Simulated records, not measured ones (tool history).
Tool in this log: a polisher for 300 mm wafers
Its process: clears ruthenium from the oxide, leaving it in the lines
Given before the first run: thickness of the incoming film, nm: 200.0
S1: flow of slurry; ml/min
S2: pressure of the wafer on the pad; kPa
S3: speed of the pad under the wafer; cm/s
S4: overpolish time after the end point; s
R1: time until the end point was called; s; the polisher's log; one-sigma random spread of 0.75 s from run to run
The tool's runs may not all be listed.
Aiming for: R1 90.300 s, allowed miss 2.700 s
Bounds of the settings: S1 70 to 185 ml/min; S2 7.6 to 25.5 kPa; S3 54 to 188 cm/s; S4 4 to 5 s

{"run": 1, "hour": 0.0, "S1": 120, "S2": 16.5, "S3": 120, "S4": 5, "R1": 137.3}
{"run": 2, "hour": 4.7, "S1": 120, "S2": 16.5, "S3": 108, "S4": 5, "R1": 148.92}
{"run": 3, "hour": 7.5, "S1": 130, "S2": 18.6, "S3": 108, "S4": 5, "R1": 128.01}
{"run": 4, "hour": 14.7, "S1": 130, "S2": 15.9, "S3": 108, "S4": 5, "R1": 153.12}
{"run": 5, "hour": 20.2, "S1": 130, "S2": 15.9, "S3": 80, "S4": 5, "R1": 186.39}
{"run": 6, "hour": 28.2, "S1": 130, "S2": 13.1, "S3": 80, "S4": 5, "R1": 220.49}
{"run": 7, "hour": 35.6, "S1": 140, "S2": 17.2, "S3": 84, "S4": 5, "R1": 164.77}
{"run": 8, "hour": 42.5, "S1": 145, "S2": 20.0, "S3": 88, "S4": 5, "R1": 138.68}
{"run": 9, "hour": 44.4, "S1": 150, "S2": 22.1, "S3": 92, "S4": 5, "R1": 120.66}
{"run": 10, "hour": 48.3, "S1": 150, "S2": 23.4, "S3": 96, "S4": 5, "R1": 110.32}
{"run": 11, "hour": 54.8, "S1": 155, "S2": 24.1, "S3": 100, "S4": 5, "R1": 104.13}
{"run": 12, "hour": 61.1, "S1": 155, "S2": 24.8, "S3": 104, "S4": 5, "R1": 99.945}

Below are 5 possible settings for the next run. Only one of them brings all results inside the allowed miss of their targets. Which is it?
{"run": "A", "hour": 67.4, "S1": 185, "S2": 25.5, "S3": 110, "S4": 4, "R1": "?"}
{"run": "B", "hour": 67.4, "S1": 155, "S2": 24.8, "S3": 94, "S4": 4, "R1": "?"}
{"run": "C", "hour": 67.4, "S1": 150, "S2": 22.8, "S3": 92, "S4": 4, "R1": "?"}
{"run": "D", "hour": 67.4, "S1": 140, "S2": 24.1, "S3": 134, "S4": 4, "R1": "?"}
{"run": "E", "hour": 67.4, "S1": 165, "S2": 23.4, "S3": 90, "S4": 5, "R1": "?"}

move=A R1=89.514
move=B R1=105.480
move=C R1=116.960
move=D R1=85.444
move=E R1=113.560
A: every result within its allowed miss
B: its largest miss is bigger than the last run's
C: its largest miss is bigger than the last run's
D: carries the result that was furthest off beyond its target, to the other side
E: its largest miss is bigger than the last run's
Go with A: it meets all targets.
